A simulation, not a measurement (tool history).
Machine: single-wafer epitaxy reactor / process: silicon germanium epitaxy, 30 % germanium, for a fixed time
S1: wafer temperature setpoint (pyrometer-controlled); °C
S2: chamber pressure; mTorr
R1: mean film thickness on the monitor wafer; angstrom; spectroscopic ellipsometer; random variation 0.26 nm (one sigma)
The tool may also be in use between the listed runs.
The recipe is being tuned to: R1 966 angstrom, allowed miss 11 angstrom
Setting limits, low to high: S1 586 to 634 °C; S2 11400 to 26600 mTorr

Run 1, hour 0: S1 610 °C, S2 19000 mTorr. Result: R1 738.92 angstrom.
Run 2, hour 8.8: S1 615 °C, S2 19000 mTorr. Result: R1 808.76 angstrom.
Run 3, hour 15.8: S1 615 °C, S2 20200 mTorr. Result: R1 829.72 angstrom.
Run 4, hour 20.9: S1 618 °C, S2 20200 mTorr. Result: R1 873.69 angstrom.
Run 5, hour 26.8: S1 620 °C, S2 20200 mTorr. Result: R1 908.27 angstrom.
Run 6, hour 28.3: S1 621 °C, S2 20200 mTorr. Result: R1 918.52 angstrom.
At hour 35: pyrometer calibrated.
Run 7, hour 35: S1 622 °C, S2 20200 mTorr. Result: R1 870.56 angstrom.
Run 8, hour 37: S1 626 °C, S2 20400 mTorr. Result: R1 943.02 angstrom.

Below are 5 possible settings for the next run. Only one of them brings all results inside the allowed miss of their targets. Which is it?
Run A, hour 39: S1 624 °C, S2 20600 mTorr. Result: R1 ?.
Run B, hour 39: S1 625 °C, S2 21700 mTorr. Result: R1 ?.
Run C, hour 39: S1 628 °C, S2 20000 mTorr. Result: R1 ?.
Run D, hour 39: S1 623 °C, S2 21900 mTorr. Result: R1 ?.
Run E, hour 39: S1 624 °C, S2 19600 mTorr. Result: R1 ?.

move      R1
   A  908.16
   B  942.81
   C  963.24
   D  913.37
   E  891.12
A: lands further from the targets than the last run did
B: neither nearer nor further off than the last run
C: all results in spec
D: lands further from the targets than the last run did
E: lands further from the targets than the last run did
C is the move that brings every result within its allowed miss.
